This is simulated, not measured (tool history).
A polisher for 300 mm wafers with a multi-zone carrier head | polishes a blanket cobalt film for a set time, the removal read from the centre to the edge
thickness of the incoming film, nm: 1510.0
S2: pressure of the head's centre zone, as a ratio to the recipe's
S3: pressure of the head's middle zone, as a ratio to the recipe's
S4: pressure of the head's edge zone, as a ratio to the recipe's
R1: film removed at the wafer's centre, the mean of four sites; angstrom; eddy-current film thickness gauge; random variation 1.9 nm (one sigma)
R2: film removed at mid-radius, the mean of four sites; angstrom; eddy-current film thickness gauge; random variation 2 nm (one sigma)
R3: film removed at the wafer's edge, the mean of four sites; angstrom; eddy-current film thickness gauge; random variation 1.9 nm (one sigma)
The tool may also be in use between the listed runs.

run 1 hour=0 | flow_of_slurry_(ml/min)=245 S2=1 S3=1 S4=1 polishing_time_(s)=35 | R1=2165.1 R2=2135.2 R3=2035.1
run 2 hour=2.5 | flow_of_slurry_(ml/min)=245 S2=1 S3=1 S4=1 polishing_time_(s)=39 | R1=2409.3 R2=2353.6 R3=2279.4
run 3 hour=4.1 | flow_of_slurry_(ml/min)=235 S2=0.95 S3=1 S4=1.01 polishing_time_(s)=38 | R1=2272.5 R2=2266 R3=2254.3
run 4 hour=7 | flow_of_slurry_(ml/min)=270 S2=0.95 S3=1 S4=1.01 polishing_time_(s)=38 | R1=2322 R2=2362.9 R3=2242.2
run 5 hour=8.8 | flow_of_slurry_(ml/min)=270 S2=1 S3=1 S4=1.01 polishing_time_(s)=38 | R1=2408.3 R2=2368.3 R3=2281.8
run 6 hour=13.3 | flow_of_slurry_(ml/min)=330 S2=1 S3=1 S4=1.01 polishing_time_(s)=38 | R1=2454.6 R2=2405.7 R3=2278.8
-- hour=18.9 edge zone pressure recalibrated
run 7 hour=18.9 | flow_of_slurry_(ml/min)=305 S2=0.95 S3=1.02 S4=1.05 polishing_time_(s)=36 | R1=2181.1 R2=2258.8 R3=2348.3
run 8 hour=19.6 | flow_of_slurry_(ml/min)=295 S2=0.92 S3=1.04 S4=1.04 polishing_time_(s)=35 | R1=2062.7 R2=2256 R3=2214

The next listed run, before its measurement:
run 9 hour=20.8 | flow_of_slurry_(ml/min)=285 S2=0.89 S3=1.04 S4=1.04 polishing_time_(s)=34 | R1=? R2=? R3=?

Run 9 gave R1 1933.6 angstrom, R2 2173 angstrom, R3 2189.3 angstrom.

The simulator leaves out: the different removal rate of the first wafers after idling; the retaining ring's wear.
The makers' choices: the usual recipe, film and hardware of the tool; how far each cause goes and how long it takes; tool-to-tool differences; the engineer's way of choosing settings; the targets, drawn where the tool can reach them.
